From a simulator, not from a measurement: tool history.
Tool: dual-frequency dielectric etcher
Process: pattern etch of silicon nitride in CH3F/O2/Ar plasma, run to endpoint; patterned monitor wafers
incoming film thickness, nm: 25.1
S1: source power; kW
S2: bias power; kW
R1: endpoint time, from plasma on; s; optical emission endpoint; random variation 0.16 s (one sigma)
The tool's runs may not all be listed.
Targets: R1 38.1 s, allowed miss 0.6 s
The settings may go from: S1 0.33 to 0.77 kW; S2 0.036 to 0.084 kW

Run 1, hour 0: S1 0.55 kW, S2 0.06 kW. Result: R1 33.553 s.
Run 2, hour 3.8: S1 0.52 kW, S2 0.06 kW. Result: R1 34.172 s.
Run 3, hour 12.5: S1 0.44 kW, S2 0.06 kW. Result: R1 35.464 s.
Run 4, hour 15: S1 0.42 kW, S2 0.059 kW. Result: R1 36.265 s.
Run 5, hour 21.9: S1 0.52 kW, S2 0.059 kW. Result: R1 34.484 s.
Run 6, hour 22.6: S1 0.52 kW, S2 0.066 kW. Result: R1 32.719 s.
Run 7, hour 25.1: S1 0.49 kW, S2 0.064 kW. Result: R1 33.717 s.
Run 8, hour 29: S1 0.46 kW, S2 0.063 kW. Result: R1 34.308 s.
Run 9, hour 37.9: S1 0.35 kW, S2 0.054 kW. Result: R1 39.394 s.
Run 10, hour 44.1: S1 0.36 kW, S2 0.054 kW. Result: R1 39.317 s.
Run 11, hour 52.6: S1 0.37 kW, S2 0.054 kW. Result: R1 38.915 s.

5 next moves are on the table. One of them brings every result within its allowed miss. Which?
Run A, hour 61.1: S1 0.43 kW, S2 0.048 kW. Result: R1 ?.
Run B, hour 61.1: S1 0.41 kW, S2 0.058 kW. Result: R1 ?.
Run C, hour 61.1: S1 0.37 kW, S2 0.052 kW. Result: R1 ?.
Run D, hour 61.1: S1 0.35 kW, S2 0.052 kW. Result: R1 ?.
Run E, hour 61.1: S1 0.37 kW, S2 0.056 kW. Result: R1 ?.

move      R1
   A  39.625
   B  36.875
   C  39.603
   D   40.09
   E  38.326
A: further off than the last run
B: takes the result that was furthest off past its target
C: further off than the last run
D: further off than the last run
E: meets every target
The right move is E.
